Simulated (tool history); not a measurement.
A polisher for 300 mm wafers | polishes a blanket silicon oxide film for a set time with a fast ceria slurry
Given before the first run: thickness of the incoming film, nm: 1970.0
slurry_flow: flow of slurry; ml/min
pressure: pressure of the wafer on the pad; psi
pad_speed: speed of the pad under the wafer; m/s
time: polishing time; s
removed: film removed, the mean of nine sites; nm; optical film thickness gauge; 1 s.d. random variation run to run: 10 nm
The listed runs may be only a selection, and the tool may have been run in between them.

| run | hour | slurry_flow | pressure | pad_speed | time | removed |
|---|---|---|---|---|---|---|
| 1 | 0 | 140 | 2.6 | 1.18 | 55 | 1002.3 |
| 2 | 6.3 | 140 | 3 | 1.18 | 55 | 1128.4 |
| 3 | 10.7 | 140 | 2.9 | 1.18 | 55 | 1104.9 |
| 4 | 19.4 | 140 | 2.8 | 1.18 | 55 | 1066.7 |
| 5 | 24.8 | 165 | 2.8 | 1.18 | 55 | 1101.5 |
| 6 | 27.8 | 165 | 2.7 | 1.18 | 55 | 1073.2 |
| 7 | 36.2 | 165 | 2.6 | 1.18 | 55 | 1030.1 |
| 8 | 42.4 | 165 | 2.5 | 1.18 | 55 | 985.83 |
| 9 | 50 | 165 | 2.5 | 1.18 | 55 | 973.54 |

Run 10 is up next; what results do you expect?
| 10 | 56.5 | 165 | 2.4 | 1.18 | 55 | ? |

{"run 10": {"removed": 958.13}}

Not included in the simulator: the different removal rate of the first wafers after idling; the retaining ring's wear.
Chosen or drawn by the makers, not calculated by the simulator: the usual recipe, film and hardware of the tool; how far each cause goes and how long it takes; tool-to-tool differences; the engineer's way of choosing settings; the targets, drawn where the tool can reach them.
